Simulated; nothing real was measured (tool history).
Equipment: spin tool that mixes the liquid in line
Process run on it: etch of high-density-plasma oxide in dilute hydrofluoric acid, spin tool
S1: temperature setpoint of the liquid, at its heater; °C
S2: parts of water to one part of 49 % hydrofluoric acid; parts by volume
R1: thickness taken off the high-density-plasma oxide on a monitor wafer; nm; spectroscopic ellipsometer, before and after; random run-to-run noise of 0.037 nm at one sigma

Run 1, hour 0: S1 22 °C, S2 50 parts by volume, time under the liquid (s) 45. Result: R1 5.0785 nm.
Run 2, hour 8.3: S1 22.5 °C, S2 50 parts by volume, time under the liquid (s) 45. Result: R1 5.1822 nm.
Run 3, hour 12.5: S1 25 °C, S2 50 parts by volume, time under the liquid (s) 45. Result: R1 5.7391 nm.
Run 4, hour 20.4: S1 28 °C, S2 50 parts by volume, time under the liquid (s) 45. Result: R1 6.415 nm.
Run 5, hour 23.2: S1 27 °C, S2 50 parts by volume, time under the liquid (s) 45. Result: R1 6.1579 nm.
Run 6, hour 27.2: S1 27 °C, S2 50 parts by volume, time under the liquid (s) 35. Result: R1 4.7654 nm.

What will run 7 give?
Run 7, hour 33.9: S1 27.5 °C, S2 50 parts by volume, time under the liquid (s) 35. Result: R1 ?.

{"run 7": {"R1": 4.9051}}
